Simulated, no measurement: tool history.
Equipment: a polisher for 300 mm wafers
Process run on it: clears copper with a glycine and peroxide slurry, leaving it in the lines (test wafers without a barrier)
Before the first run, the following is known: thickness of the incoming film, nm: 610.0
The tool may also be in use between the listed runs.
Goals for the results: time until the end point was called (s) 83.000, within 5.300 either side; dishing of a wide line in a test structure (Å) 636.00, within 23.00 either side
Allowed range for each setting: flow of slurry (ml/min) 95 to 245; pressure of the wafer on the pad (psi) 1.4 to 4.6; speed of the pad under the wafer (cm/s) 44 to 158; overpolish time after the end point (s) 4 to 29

run	day	flow of slurry (ml/min)	pressure of the wafer on the pad (psi)	speed of the pad under the wafer (cm/s)	overpolish time after the end point (s)	time until the end point was called (s)	dishing of a wide line in a test structure (Å)
1	0.000	155	3.0	100	15	122.750	482.57
2	0.117	160	3.3	100	15	118.670	516.22
3	0.404	160	3.6	104	14	105.440	537.35
4	0.658	160	3.6	104	19	100.840	677.78
5	1.000	185	3.6	104	19	105.830	683.53
# day 1.046: slurry nozzle cleaned
6	1.046	185	4.1	104	19	84.336	777.05
7	1.100	185	4.1	104	19	89.067	769.90
8	1.246	185	4.2	104	18	86.580	763.11
9	1.342	210	4.2	108	13	83.579	597.67

Exercise: of the 4 proposed moves below, exactly one satisfies all targets within the stated allowed misses. Which move is it?
A	1.438	175	4.4	102	13	?	?
B	1.438	245	3.2	158	12	?	?
C	1.438	175	3.7	120	16	?	?
D	1.438	220	4.3	102	14	?	?

move	time until the end point was called (s)	dishing of a wide line in a test structure (Å)
A	86.404	590.14
B	79.314	582.36
C	89.403	673.82
D	85.492	632.42
A: lands further from the targets than the last run did
B: lands further from the targets than the last run did
C: takes the biggest miss from the last run beyond its target
D: meets every target
The right move is D.

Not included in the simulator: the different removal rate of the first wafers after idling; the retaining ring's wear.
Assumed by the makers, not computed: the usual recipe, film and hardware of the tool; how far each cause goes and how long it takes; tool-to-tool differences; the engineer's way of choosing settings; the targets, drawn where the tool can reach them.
